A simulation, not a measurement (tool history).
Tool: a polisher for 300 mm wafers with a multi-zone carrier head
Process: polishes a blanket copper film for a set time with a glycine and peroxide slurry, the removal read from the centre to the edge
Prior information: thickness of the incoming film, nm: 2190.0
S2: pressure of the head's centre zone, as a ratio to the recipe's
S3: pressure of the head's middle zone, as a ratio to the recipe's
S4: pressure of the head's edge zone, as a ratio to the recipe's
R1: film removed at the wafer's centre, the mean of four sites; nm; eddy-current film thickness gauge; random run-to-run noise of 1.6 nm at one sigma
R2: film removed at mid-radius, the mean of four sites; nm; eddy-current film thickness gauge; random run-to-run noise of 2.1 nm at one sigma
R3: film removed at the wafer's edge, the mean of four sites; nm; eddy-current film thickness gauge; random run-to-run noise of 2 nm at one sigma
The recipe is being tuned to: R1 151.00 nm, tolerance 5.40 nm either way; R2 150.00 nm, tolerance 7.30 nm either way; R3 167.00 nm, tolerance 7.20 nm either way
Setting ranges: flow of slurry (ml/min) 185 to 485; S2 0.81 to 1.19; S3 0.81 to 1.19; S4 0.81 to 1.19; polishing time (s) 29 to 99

{"run": 1, "hour": 0.0, "flow of slurry (ml/min)": 310, "S2": 1.0, "S3": 1.0, "S4": 1.0, "polishing time (s)": 64, "R1": 277.21, "R2": 282.86, "R3": 282.3}
{"run": 2, "hour": 7.1, "flow of slurry (ml/min)": 310, "S2": 1.0, "S3": 1.05, "S4": 1.0, "polishing time (s)": 64, "R1": 272.88, "R2": 294.95, "R3": 289.05}
{"run": 3, "hour": 10.3, "flow of slurry (ml/min)": 305, "S2": 0.97, "S3": 1.01, "S4": 1.01, "polishing time (s)": 57, "R1": 237.77, "R2": 249.87, "R3": 253.76}
{"run": 4, "hour": 18.6, "flow of slurry (ml/min)": 305, "S2": 1.05, "S3": 1.01, "S4": 1.01, "polishing time (s)": 57, "R1": 260.27, "R2": 250.63, "R3": 254.7}
{"run": 5, "hour": 21.3, "flow of slurry (ml/min)": 300, "S2": 1.01, "S3": 0.98, "S4": 1.0, "polishing time (s)": 52, "R1": 225.56, "R2": 221.48, "R3": 235.58}
{"hour": 27.0, "done": "slurry nozzle cleaned"}
{"run": 6, "hour": 27.0, "flow of slurry (ml/min)": 355, "S2": 1.01, "S3": 0.98, "S4": 1.0, "polishing time (s)": 52, "R1": 245.01, "R2": 238.79, "R3": 241.68}
{"run": 7, "hour": 28.4, "flow of slurry (ml/min)": 335, "S2": 0.99, "S3": 0.96, "S4": 0.98, "polishing time (s)": 48, "R1": 221.33, "R2": 214.49, "R3": 223.03}
{"run": 8, "hour": 35.1, "flow of slurry (ml/min)": 320, "S2": 0.97, "S3": 0.95, "S4": 0.96, "polishing time (s)": 45, "R1": 202.02, "R2": 204.53, "R3": 205.91}
{"run": 9, "hour": 40.6, "flow of slurry (ml/min)": 300, "S2": 0.96, "S3": 0.93, "S4": 0.96, "polishing time (s)": 43, "R1": 195.08, "R2": 185.35, "R3": 197.62}
{"run": 10, "hour": 43.6, "flow of slurry (ml/min)": 290, "S2": 0.86, "S3": 0.91, "S4": 0.92, "polishing time (s)": 32, "R1": 130.06, "R2": 140.74, "R3": 145.3}

Which of these 5 next moves meets every target?
{"run": "A", "hour": 46.6, "flow of slurry (ml/min)": 280, "S2": 1.0, "S3": 0.92, "S4": 0.82, "polishing time (s)": 35, "R1": "?", "R2": "?", "R3": "?"}
{"run": "B", "hour": 46.6, "flow of slurry (ml/min)": 335, "S2": 0.91, "S3": 0.93, "S4": 0.88, "polishing time (s)": 34, "R1": "?", "R2": "?", "R3": "?"}
{"run": "C", "hour": 46.6, "flow of slurry (ml/min)": 285, "S2": 0.89, "S3": 1.01, "S4": 0.81, "polishing time (s)": 32, "R1": "?", "R2": "?", "R3": "?"}
{"run": "D", "hour": 46.6, "flow of slurry (ml/min)": 205, "S2": 0.87, "S3": 0.81, "S4": 1.14, "polishing time (s)": 38, "R1": "?", "R2": "?", "R3": "?"}
{"run": "E", "hour": 46.6, "flow of slurry (ml/min)": 185, "S2": 0.89, "S3": 0.86, "S4": 0.91, "polishing time (s)": 39, "R1": "?", "R2": "?", "R3": "?"}

move=A R1=161.44 R2=147.29 R3=149.00
move=B R1=145.46 R2=147.03 R3=151.40
move=C R1=131.60 R2=146.00 R3=135.53
move=D R1=145.46 R2=138.30 R3=183.82
move=E R1=149.97 R2=146.64 R3=166.86
A: takes the biggest miss from the last run beyond its target
B: nearer the targets than the last run, but a result is still out of spec
C: misses by more than the last run did
D: nearer the targets than the last run, but a result is still out of spec
E: each result inside its tolerance
Go with E: it meets all targets.
